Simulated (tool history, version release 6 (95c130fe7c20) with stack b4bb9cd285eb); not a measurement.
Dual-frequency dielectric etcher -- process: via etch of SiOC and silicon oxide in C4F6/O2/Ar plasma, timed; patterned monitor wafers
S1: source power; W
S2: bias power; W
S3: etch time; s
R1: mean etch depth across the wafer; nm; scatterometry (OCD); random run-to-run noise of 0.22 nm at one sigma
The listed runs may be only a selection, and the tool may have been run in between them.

{"run": 1, "hour": 0.0, "S1": 290, "S2": 149, "S3": 43, "R1": 41.137}
{"run": 2, "hour": 2.1, "S1": 320, "S2": 149, "S3": 43, "R1": 42.492}
{"run": 3, "hour": 10.3, "S1": 320, "S2": 169, "S3": 43, "R1": 44.685}
{"run": 4, "hour": 12.0, "S1": 320, "S2": 169, "S3": 43, "R1": 44.824}
{"run": 5, "hour": 14.3, "S1": 330, "S2": 170, "S3": 43, "R1": 45.062}
{"run": 6, "hour": 18.8, "S1": 330, "S2": 170, "S3": 43, "R1": 45.696}

Estimate the outcome of run 7 from the log above:
{"run": 7, "hour": 22.9, "S1": 340, "S2": 171, "S3": 43, "R1": "?"}

Run 7 produced R1 45.77 nm.
